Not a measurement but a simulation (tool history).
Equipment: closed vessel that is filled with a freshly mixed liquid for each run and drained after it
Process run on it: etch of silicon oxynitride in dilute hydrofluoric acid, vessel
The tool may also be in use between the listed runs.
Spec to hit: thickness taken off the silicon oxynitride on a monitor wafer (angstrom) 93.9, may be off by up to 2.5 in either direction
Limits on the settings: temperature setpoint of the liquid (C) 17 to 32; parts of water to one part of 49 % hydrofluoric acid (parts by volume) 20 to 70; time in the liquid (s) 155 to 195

| run | hour | temperature setpoint of the liquid (C) | parts of water to one part of 49 % hydrofluoric acid (parts by volume) | time in the liquid (s) | thickness taken off the silicon oxynitride on a monitor wafer (angstrom) |
|---|---|---|---|---|---|
| 1 | 0 | 24 | 40 | 195 | 174.14 |
| 2 | 3.1 | 22.5 | 45 | 195 | 142.12 |
| 3 | 8.4 | 21 | 45 | 195 | 131.74 |
| 4 | 13.4 | 21 | 30 | 195 | 200.36 |
| 5 | 20.8 | 21 | 20 | 195 | 302.39 |
| 6 | 26.2 | 21 | 35 | 195 | 172.22 |
| 7 | 31.4 | 20 | 40 | 195 | 142.94 |
|  | 37.1 | thermometer replaced |
| 8 | 37.1 | 19.5 | 40 | 195 | 122.92 |
| 9 | 43.4 | 19 | 40 | 195 | 119.82 |
| 10 | 45.7 | 19 | 40 | 195 | 120.15 |

5 next moves are on the table. One of them brings every result within its allowed miss. Which?
| A | 48 | 18 | 45 | 180 | ? |
| B | 48 | 20.5 | 30 | 165 | ? |
| C | 48 | 18.5 | 40 | 165 | ? |
| D | 48 | 21 | 35 | 180 | ? |
| E | 48 | 19 | 35 | 190 | ? |

| move | thickness taken off the silicon oxynitride on a monitor wafer (angstrom) |
|---|---|
| A | 92.767 |
| B | 146.15 |
| C | 98.442 |
| D | 139.77 |
| E | 133.29 |
A: meets every target
B: misses by more than the last run did
C: closes in on the targets versus the last run, not all within tolerance yet
D: misses by more than the last run did
E: misses by more than the last run did
The move that meets every target is A.

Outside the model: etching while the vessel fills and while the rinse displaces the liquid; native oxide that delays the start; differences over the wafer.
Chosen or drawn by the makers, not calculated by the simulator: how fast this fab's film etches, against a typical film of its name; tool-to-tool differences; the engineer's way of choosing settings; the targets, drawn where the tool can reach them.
